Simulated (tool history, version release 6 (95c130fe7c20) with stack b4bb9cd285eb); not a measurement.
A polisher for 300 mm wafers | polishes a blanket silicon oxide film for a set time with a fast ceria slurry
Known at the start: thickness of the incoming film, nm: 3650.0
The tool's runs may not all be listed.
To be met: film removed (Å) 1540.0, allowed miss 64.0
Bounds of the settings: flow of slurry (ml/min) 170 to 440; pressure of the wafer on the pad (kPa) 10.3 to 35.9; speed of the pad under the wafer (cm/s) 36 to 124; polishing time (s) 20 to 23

run,hour,flow of slurry (ml/min),pressure of the wafer on the pad (kPa),speed of the pad under the wafer (cm/s),polishing time (s),film removed (Å)
1,0.0,280,22.8,80,23,3231.7
2,7.4,280,22.8,98,23,3918.4
3,9.4,315,22.8,98,23,4001.6
4,13.0,315,21.4,94,23,3553.2
5,14.1,285,21.4,94,23,3518.6
# hour 20.6: slurry nozzle cleaned
6,20.6,285,20.0,92,23,3281.2
7,26.3,285,19.3,88,23,3097.1
8,32.0,285,18.6,84,23,2856.5
9,33.8,285,17.9,82,23,2671.7
10,38.7,285,17.2,80,23,2533.5
11,44.2,285,16.5,78,23,2446.5
12,52.6,285,10.3,58,22,1083.4
13,56.7,285,16.5,58,22,1687.1
14,61.8,285,15.9,58,22,1652.1

4 next moves are on the table. One of them brings every result within its allowed miss. Which?
A,66.9,320,18.6,44,23,?
B,66.9,235,16.5,66,20,?
C,66.9,280,13.1,72,22,?
D,66.9,280,16.5,60,21,?

move,film removed (Å)
A,1545.6
B,1715.6
C,1672.6
D,1673.8
A: meets every target
B: further off than the last run
C: further off than the last run
D: further off than the last run
The right move is A.

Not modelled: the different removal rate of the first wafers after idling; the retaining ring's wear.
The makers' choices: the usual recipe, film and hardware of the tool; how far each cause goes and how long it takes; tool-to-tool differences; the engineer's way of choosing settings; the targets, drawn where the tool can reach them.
